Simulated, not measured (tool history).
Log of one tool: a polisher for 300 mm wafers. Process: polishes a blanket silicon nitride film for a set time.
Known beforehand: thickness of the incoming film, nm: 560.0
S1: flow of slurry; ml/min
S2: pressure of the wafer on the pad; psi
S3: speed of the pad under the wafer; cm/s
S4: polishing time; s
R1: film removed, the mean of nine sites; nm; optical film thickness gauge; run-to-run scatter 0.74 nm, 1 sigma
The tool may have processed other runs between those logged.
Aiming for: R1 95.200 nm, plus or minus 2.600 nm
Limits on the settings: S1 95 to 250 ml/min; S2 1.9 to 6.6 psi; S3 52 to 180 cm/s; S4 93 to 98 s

Run 1, day 0.000: S1 160 ml/min, S2 4.2 psi, S3 116 cm/s, S4 93 s. Result: R1 178.120 nm.
Run 2, day 0.208: S1 160 ml/min, S2 4.2 psi, S3 116 cm/s, S4 98 s. Result: R1 188.050 nm.
Run 3, day 0.325: S1 160 ml/min, S2 4.2 psi, S3 116 cm/s, S4 98 s. Result: R1 190.370 nm.
Run 4, day 0.550: S1 140 ml/min, S2 4.2 psi, S3 116 cm/s, S4 98 s. Result: R1 185.230 nm.
Run 5, day 0.883: S1 140 ml/min, S2 4.2 psi, S3 116 cm/s, S4 93 s. Result: R1 177.170 nm.
Run 6, day 1.138: S1 140 ml/min, S2 3.5 psi, S3 112 cm/s, S4 93 s. Result: R1 143.510 nm.
Run 7, day 1.383: S1 140 ml/min, S2 3.0 psi, S3 112 cm/s, S4 93 s. Result: R1 124.520 nm.
Run 8, day 1.438: S1 140 ml/min, S2 2.7 psi, S3 112 cm/s, S4 93 s. Result: R1 112.650 nm.
Run 9, day 1.458: S1 140 ml/min, S2 2.5 psi, S3 112 cm/s, S4 93 s. Result: R1 104.870 nm.
Run 10, day 1.562: S1 140 ml/min, S2 2.4 psi, S3 112 cm/s, S4 93 s. Result: R1 100.960 nm.
Run 11, day 1.596: S1 120 ml/min, S2 2.2 psi, S3 112 cm/s, S4 93 s. Result: R1 91.855 nm.
At day 1.650: worn pad replaced by a new one.
Run 12, day 1.650: S1 125 ml/min, S2 2.2 psi, S3 112 cm/s, S4 93 s. Result: R1 102.040 nm.
Run 13, day 1.679: S1 135 ml/min, S2 2.1 psi, S3 112 cm/s, S4 93 s. Result: R1 97.953 nm.

5 next moves are on the table. One of them brings every result within its allowed miss. Which?
Run A, day 1.708: S1 135 ml/min, S2 2.1 psi, S3 108 cm/s, S4 96 s. Result: R1 ?.
Run B, day 1.708: S1 150 ml/min, S2 2.4 psi, S3 96 cm/s, S4 93 s. Result: R1 ?.
Run C, day 1.708: S1 100 ml/min, S2 2.2 psi, S3 86 cm/s, S4 98 s. Result: R1 ?.
Run D, day 1.708: S1 130 ml/min, S2 1.9 psi, S3 130 cm/s, S4 98 s. Result: R1 ?.
Run E, day 1.708: S1 105 ml/min, S2 2.0 psi, S3 114 cm/s, S4 96 s. Result: R1 ?.

move       R1
   A  100.420
   B  105.030
   C   90.710
   D  103.150
   E   95.261
A: the biggest miss grows against the last run
B: the biggest miss grows against the last run
C: takes the biggest miss from the last run beyond its target
D: the biggest miss grows against the last run
E: each result inside its tolerance
Move E is the one to make.

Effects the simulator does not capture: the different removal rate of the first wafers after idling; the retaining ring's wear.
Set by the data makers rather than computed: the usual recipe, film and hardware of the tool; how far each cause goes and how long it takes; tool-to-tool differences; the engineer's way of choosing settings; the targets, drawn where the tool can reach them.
